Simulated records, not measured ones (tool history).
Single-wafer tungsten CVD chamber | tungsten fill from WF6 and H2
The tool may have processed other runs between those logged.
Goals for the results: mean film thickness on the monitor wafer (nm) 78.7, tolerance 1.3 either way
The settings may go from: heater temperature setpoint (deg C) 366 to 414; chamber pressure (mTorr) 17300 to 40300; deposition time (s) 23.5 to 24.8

run  hour  heater temperature setpoint (deg C)  chamber pressure (mTorr)  deposition time (s)  mean film thickness on the monitor wafer (nm)
  1     0                                  390                     28800                 24.8                                         53.513
  2   0.5                                  379                     28800                 24.8                                         44.212
  3   5.1                                  384                     28900                 24.8                                         48.732
  4   9.4                                  384                     26500                 24.8                                         45.768
  5  13.9                                  389                     26600                 24.8                                         50.193
  6  16.1                                  389                     23800                 24.8                                         45.767
  7  24.7                                  393                     24400                 24.8                                         49.939
  8  32.6                                  396                     25000                 24.8                                         53.643
  9  34.4                                  399                     25500                 24.8                                         57.419
     40.2  -- thermocouple changed; heater temperature recalibrated
 10  40.2                                  399                     25500                 24.8                                         60.366
 11  42.3                                  401                     25500                 24.8                                          62.52
 12  46.3                                  413                     25800                 24.8                                         75.832
 13    52                                  413                     25800                 24.8                                         75.998
 14    53                                  413                     25900                 24.8                                          76.34
 15  53.9                                  413                     26000                 24.8                                         76.672
 16  61.2                                  413                     26100                 24.8                                          76.04
 17  66.8                                  413                     26200                 24.8                                          77.25

Consider the 4 candidate settings below. Which is the only one whose results all fall within their allowed miss of target?
  A  72.4                                  412                     27000                 24.4                                              ?
  B  72.4                                  413                     25600                 24.8                                              ?
  C  72.4                                  412                     28800                 24.2                                              ?
  D  72.4                                  414                     24700                 24.8                                              ?

move  mean film thickness on the monitor wafer (nm)
   A                                         76.194
   B                                         75.515
   C                                         79.214
   D                                         74.488
A: lands further from the targets than the last run did
B: lands further from the targets than the last run did
C: every result lands within tolerance
D: lands further from the targets than the last run did
C meets every target.
